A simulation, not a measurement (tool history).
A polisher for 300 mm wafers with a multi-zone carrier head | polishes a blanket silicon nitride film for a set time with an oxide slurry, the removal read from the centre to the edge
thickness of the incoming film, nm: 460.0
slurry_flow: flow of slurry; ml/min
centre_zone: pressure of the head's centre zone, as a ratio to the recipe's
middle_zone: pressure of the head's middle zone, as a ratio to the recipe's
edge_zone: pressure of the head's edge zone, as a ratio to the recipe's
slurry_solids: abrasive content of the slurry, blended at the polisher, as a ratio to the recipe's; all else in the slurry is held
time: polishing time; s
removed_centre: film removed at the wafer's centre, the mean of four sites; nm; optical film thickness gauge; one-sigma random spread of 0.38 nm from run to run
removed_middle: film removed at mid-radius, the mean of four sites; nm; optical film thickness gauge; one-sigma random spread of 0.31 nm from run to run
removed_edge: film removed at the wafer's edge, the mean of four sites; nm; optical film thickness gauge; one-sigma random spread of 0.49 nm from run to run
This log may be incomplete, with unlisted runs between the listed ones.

run  hour  slurry_flow  centre_zone  middle_zone  edge_zone  slurry_solids  time  removed_centre  removed_middle  removed_edge
  1     0          165            1            1          1              1    70          45.773          44.975         45.93
  2   4.1          165            1         1.08          1              1    70          45.707          48.576        45.452
  3   8.6          165         0.94         1.08          1              1    70          42.495          48.239        46.195
  4  11.4          165         0.94         1.08          1            1.1    70          43.347          50.638        46.613
  5  17.6          165         0.98         1.08          1            1.1    70          45.459          50.236        46.956
  6  24.1          160         0.99         1.04          1           1.05    70          45.631          47.024        46.319

Run 7 is up next; what results do you expect?
  7  29.2          155            1         1.01       0.99           1.05    70               ?               ?             ?

removed_centre: 44.913 nm
removed_middle: 45.745 nm
removed_edge: 45.315 nm
